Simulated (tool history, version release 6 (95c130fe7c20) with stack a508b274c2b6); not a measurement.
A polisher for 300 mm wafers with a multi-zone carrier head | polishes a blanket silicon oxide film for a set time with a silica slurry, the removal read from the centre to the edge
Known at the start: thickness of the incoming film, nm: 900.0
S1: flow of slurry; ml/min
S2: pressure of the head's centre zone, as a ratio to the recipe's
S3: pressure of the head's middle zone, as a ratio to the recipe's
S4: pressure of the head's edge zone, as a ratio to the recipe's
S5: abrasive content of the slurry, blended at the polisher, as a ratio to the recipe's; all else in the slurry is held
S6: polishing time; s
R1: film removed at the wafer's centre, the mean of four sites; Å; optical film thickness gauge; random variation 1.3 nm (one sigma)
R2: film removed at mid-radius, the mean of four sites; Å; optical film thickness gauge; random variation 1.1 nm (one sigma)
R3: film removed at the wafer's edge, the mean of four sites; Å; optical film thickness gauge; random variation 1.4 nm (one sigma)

run	day	S1	S2	S3	S4	S5	S6	R1	R2	R3
1	0.000	230	1.00	1.00	1.00	1.00	43	1470.5	1502.7	1478.6
2	0.117	230	1.00	1.00	1.00	0.85	43	1355.9	1363.5	1357.9
3	0.308	230	1.00	1.00	1.04	0.85	43	1381.5	1365.0	1384.7
4	0.654	230	1.00	1.00	1.04	0.85	37	1167.5	1166.3	1197.2
5	0.983	280	1.00	1.00	1.04	0.85	37	1189.1	1195.9	1190.0
6	1.254	280	1.00	1.07	1.04	0.85	37	1180.7	1268.4	1191.9

The next listed run, before its measurement:
7	1.358	280	0.99	1.10	1.05	0.90	37	?	?	?

R1: 1199.8 Å
R2: 1336.0 Å
R3: 1245.5 Å
